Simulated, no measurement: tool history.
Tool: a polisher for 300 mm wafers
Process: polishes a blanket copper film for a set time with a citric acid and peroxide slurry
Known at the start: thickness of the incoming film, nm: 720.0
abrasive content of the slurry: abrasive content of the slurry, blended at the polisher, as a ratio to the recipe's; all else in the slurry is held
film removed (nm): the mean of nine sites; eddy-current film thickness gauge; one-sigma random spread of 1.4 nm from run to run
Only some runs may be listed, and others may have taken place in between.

run  hour  flow of slurry (ml/min)  pressure of the wafer on the pad (psi)  speed of the pad under the wafer (m/s)  abrasive content of the slurry  polishing time (s)  film removed (nm)
  1     0                      180                                     2.5                                    0.78                               1                 103             165.56
  2   1.5                      180                                     2.5                                    0.68                               1                 103             145.93
  3   5.2                      200                                     2.5                                    0.68                               1                 103             144.22
  4   9.6                      200                                     2.2                                    0.68                               1                 103              131.6
  5  15.5                      200                                     2.2                                    0.56                               1                 103              110.2
  6  21.1                      200                                     2.2                                    0.56                             0.8                 103             106.65
  7    22                      200                                     2.3                                    0.56                             0.8                 103             110.05

Estimate the outcome of run 8 from the log above:
  8  24.1                      200                                     2.4                                    0.56                             0.8                 103                  ?

{"run 8": {"film removed (nm)": 112.33}}

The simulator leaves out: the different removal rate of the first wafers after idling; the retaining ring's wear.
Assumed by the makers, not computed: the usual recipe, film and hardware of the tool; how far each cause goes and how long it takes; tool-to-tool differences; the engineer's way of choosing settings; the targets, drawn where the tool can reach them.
